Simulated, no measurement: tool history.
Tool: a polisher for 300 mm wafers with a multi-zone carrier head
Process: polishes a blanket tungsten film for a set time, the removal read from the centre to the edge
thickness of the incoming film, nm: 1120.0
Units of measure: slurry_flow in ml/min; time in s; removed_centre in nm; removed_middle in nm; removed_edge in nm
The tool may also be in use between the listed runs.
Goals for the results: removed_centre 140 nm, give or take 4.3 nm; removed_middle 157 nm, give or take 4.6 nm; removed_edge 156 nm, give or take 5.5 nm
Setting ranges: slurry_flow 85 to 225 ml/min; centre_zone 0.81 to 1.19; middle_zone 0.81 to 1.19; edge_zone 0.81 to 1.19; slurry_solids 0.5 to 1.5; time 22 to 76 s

run  hour  slurry_flow  centre_zone  middle_zone  edge_zone  slurry_solids  time  removed_centre  removed_middle  removed_edge
  1     0          145            1            1          1              1    49          161.16          160.37        156.26
  2   6.4          145            1            1          1              1    40          130.17          131.38        129.61
  3   7.8          145            1            1          1              1    31          101.72           103.5        98.781
  4  16.5          150         0.99         1.02       1.04           1.15    33          111.16           117.1        112.61
  5    20          155         0.98         1.03       1.08           1.25    35          121.47          129.78        126.15
  6  27.3          155         0.98         1.03       1.08            1.1    35          115.16          125.55        118.72
  7  29.7          160         0.97         1.03        1.1            1.2    36          121.92          131.34         129.5
  8  34.3          170         0.97         1.04       1.12           1.25    36          126.85          136.11        133.58
  9  40.6          180         0.96         1.05       1.14            1.3    36             126          140.19        136.41
 10  41.2          190         0.97         1.04       1.19            1.5    40           151.5          163.44        161.51

Exactly one of the 5 candidate moves below puts every result within its allowed miss. Which one?
  A  41.8          180         0.88         1.06       1.19           1.45    42               ?               ?             ?
  B  41.8          170         0.92         1.13       1.18            1.5    41               ?               ?             ?
  C  41.8          185         1.07         1.07       1.12           1.45    39               ?               ?             ?
  D  41.8          215         0.93         1.01       1.04           1.35    44               ?               ?             ?
  E  41.8          195         0.94         1.04       1.19            1.5    38               ?               ?             ?

move  removed_centre  removed_middle  removed_edge
   A          140.16          170.53        171.19
   B          143.08          175.91        166.87
   C           159.3          160.19        155.23
   D          156.41          172.27        168.87
   E          138.89          155.31        158.01
A: the furthest-off result lands on target, but another misses its tolerance
B: the furthest-off result lands on target, but another misses its tolerance
C: lands further from the targets than the last run did
D: lands further from the targets than the last run did
E: all results land within tolerance of their targets
Move E is the one to make.

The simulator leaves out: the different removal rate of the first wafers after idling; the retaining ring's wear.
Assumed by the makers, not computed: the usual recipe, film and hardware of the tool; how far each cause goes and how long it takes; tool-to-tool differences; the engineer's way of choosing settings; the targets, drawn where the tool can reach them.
